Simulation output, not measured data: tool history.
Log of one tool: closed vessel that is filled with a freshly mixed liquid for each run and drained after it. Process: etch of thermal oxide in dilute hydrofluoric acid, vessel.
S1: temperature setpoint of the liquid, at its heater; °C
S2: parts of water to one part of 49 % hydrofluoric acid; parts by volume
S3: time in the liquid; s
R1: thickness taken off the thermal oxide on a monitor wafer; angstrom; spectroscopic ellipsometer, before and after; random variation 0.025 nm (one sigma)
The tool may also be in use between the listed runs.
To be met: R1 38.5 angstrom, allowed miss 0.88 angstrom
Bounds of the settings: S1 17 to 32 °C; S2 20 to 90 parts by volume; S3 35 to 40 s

run 1 hour=0 | S1=24 S2=50 S3=40 | R1=49.529
run 2 hour=8.2 | S1=22.5 S2=50 S3=40 | R1=46.971
run 3 hour=17.5 | S1=22.5 S2=65 S3=40 | R1=34.654
run 4 hour=25.7 | S1=23 S2=65 S3=40 | R1=35.946
run 5 hour=34.1 | S1=21.5 S2=65 S3=40 | R1=33.761
run 6 hour=39.9 | S1=22.5 S2=65 S3=40 | R1=34.953
run 7 hour=47.3 | S1=23 S2=65 S3=40 | R1=36.052
run 8 hour=49.2 | S1=23.5 S2=65 S3=40 | R1=36.638
run 9 hour=58 | S1=23.5 S2=65 S3=40 | R1=36.299
run 10 hour=66 | S1=24 S2=65 S3=40 | R1=37.532

Which of these 4 next moves meets every target?
run A hour=74 | S1=23.5 S2=65 S3=40 | R1=?
run B hour=74 | S1=19.5 S2=55 S3=40 | R1=?
run C hour=74 | S1=27 S2=75 S3=40 | R1=?
run D hour=74 | S1=23.5 S2=55 S3=35 | R1=?

move=A R1=36.397
move=B R1=37.011
move=C R1=35.686
move=D R1=38.157
A: further off than the last run
B: further off than the last run
C: further off than the last run
D: meets every target
Move D is the one to make.
